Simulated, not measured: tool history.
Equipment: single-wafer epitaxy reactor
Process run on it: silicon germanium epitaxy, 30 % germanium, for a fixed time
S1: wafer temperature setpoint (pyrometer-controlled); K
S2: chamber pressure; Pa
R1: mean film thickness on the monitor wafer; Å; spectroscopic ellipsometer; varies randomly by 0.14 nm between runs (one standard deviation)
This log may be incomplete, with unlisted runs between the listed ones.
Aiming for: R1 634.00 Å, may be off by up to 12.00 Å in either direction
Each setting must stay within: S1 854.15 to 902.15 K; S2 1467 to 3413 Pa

run 1 hour=0.0 | S1=878.15 S2=2440 | R1=557.95
run 2 hour=4.5 | S1=878.15 S2=2613 | R1=571.48
run 3 hour=13.2 | S1=869.15 S2=2613 | R1=484.51
run 4 hour=15.6 | S1=873.15 S2=2626 | R1=524.23
run 5 hour=18.5 | S1=882.15 S2=2626 | R1=614.16
run 6 hour=23.1 | S1=889.15 S2=2626 | R1=693.72
run 7 hour=26.4 | S1=888.15 S2=2626 | R1=682.10
run 8 hour=30.6 | S1=887.15 S2=2626 | R1=670.75
run 9 hour=31.6 | S1=886.15 S2=2626 | R1=655.95
run 10 hour=38.0 | S1=885.15 S2=2626 | R1=648.05

Exercise: of the 5 proposed moves below, exactly one satisfies all targets within the stated allowed misses. Which move is it?
run A hour=44.4 | S1=882.15 S2=2466 | R1=?
run B hour=44.4 | S1=887.15 S2=2186 | R1=?
run C hour=44.4 | S1=887.15 S2=2680 | R1=?
run D hour=44.4 | S1=887.15 S2=2506 | R1=?
run E hour=44.4 | S1=884.15 S2=2946 | R1=?

move=A R1=599.40
move=B R1=627.93
move=C R1=673.34
move=D R1=657.92
move=E R1=660.51
A: takes the biggest miss from the last run beyond its target
B: all results in spec
C: its largest miss is bigger than the last run's
D: its largest miss is bigger than the last run's
E: its largest miss is bigger than the last run's
B meets every target.

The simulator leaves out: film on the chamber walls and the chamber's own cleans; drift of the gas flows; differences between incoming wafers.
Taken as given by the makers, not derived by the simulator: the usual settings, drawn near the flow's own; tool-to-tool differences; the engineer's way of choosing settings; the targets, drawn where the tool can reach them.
